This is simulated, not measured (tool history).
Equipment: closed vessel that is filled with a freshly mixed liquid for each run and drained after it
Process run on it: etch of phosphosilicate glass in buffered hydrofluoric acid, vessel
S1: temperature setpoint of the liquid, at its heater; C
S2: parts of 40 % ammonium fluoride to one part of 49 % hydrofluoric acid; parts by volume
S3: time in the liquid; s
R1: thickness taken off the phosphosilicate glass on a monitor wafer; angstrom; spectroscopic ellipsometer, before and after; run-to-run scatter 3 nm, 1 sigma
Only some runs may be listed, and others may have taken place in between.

Run 1, hour 0: S1 24 C, S2 8.5 parts by volume, S3 90 s. Result: R1 7473.7 angstrom.
Run 2, hour 8: S1 24 C, S2 8.5 parts by volume, S3 100 s. Result: R1 8385.2 angstrom.
Run 3, hour 9: S1 24 C, S2 6.5 parts by volume, S3 100 s. Result: R1 10918 angstrom.
Run 4, hour 10.1: S1 23.5 C, S2 6.5 parts by volume, S3 100 s. Result: R1 10697 angstrom.
Run 5, hour 16.6: S1 25 C, S2 6.5 parts by volume, S3 100 s. Result: R1 11565 angstrom.
Run 6, hour 21.3: S1 25 C, S2 7.5 parts by volume, S3 100 s. Result: R1 10107 angstrom.

The next listed run, before its measurement:
Run 7, hour 23.1: S1 24.5 C, S2 7.5 parts by volume, S3 100 s. Result: R1 ?.

{"run 7": {"R1": 9767.7}}
